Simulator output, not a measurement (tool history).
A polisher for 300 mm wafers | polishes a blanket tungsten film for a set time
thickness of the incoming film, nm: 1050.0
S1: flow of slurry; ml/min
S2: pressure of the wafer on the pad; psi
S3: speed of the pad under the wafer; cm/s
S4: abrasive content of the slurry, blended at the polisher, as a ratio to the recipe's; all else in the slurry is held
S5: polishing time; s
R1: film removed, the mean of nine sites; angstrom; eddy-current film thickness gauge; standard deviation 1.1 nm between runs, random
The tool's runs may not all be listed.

run	hour	S1	S2	S3	S4	S5	R1
1	0	250	2.5	142	1	81	2530.5
2	7.8	250	2.1	142	1	81	2130.2
3	8.4	250	2.1	174	1	81	2579.9
4	15.2	215	2.1	174	1	81	2562.1
5	20.5	215	2.1	174	0.8	81	2397.6
6	26.3	215	2.1	174	0.9	81	2486.7
# hour 35.1: slurry tank refilled with fresh slurry and peroxide
7	35.1	215	2	166	0.9	81	2661.2
8	38.3	240	1.9	152	0.85	81	2357.2
9	46.7	225	1.8	140	0.95	81	2107.9
10	53.9	250	1.7	128	1.05	81	1906.1
11	56.7	270	1.6	118	1.1	81	1734.3
12	58.4	265	1.1	80	1.05	81	848.11
13	61.2	270	1.2	80	1.05	81	908.26

What will run 14 give?
14	66.3	275	1.3	80	1.05	81	?

R1: 974.11 angstrom

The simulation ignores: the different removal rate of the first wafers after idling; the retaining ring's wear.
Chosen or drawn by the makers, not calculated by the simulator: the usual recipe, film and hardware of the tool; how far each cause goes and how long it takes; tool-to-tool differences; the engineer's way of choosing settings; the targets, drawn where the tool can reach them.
